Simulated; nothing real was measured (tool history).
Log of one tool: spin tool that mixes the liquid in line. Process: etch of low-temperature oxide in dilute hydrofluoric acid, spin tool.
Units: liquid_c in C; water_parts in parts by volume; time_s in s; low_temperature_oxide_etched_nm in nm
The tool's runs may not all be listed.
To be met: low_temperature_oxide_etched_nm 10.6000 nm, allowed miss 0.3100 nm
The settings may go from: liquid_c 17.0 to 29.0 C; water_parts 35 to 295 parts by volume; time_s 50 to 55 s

run,day,liquid_c,water_parts,time_s,low_temperature_oxide_etched_nm
1,0.000,21.0,165,50,8.8339
2,0.058,21.0,165,55,9.8023
3,0.417,21.5,165,55,9.9517
4,0.679,21.5,205,55,7.7351
5,0.938,23.5,200,55,8.5778
6,1.288,25.0,200,55,9.0750
7,1.404,26.0,200,55,9.4146
8,1.738,27.0,200,55,9.7099
9,1.967,27.0,200,55,9.6728

4 next moves are on the table. One of them brings every result within its allowed miss. Which?
A,2.196,28.5,180,55,?
B,2.196,29.0,210,55,?
C,2.196,27.5,180,55,?
D,2.196,27.0,185,55,?

move,low_temperature_oxide_etched_nm
A,11.6880
B,9.8353
C,11.2770
D,10.7120
A: takes the result that was furthest off past its target
B: nearer than the last run, and not there yet
C: takes the result that was furthest off past its target
D: meets every target
Move D is the one to make.

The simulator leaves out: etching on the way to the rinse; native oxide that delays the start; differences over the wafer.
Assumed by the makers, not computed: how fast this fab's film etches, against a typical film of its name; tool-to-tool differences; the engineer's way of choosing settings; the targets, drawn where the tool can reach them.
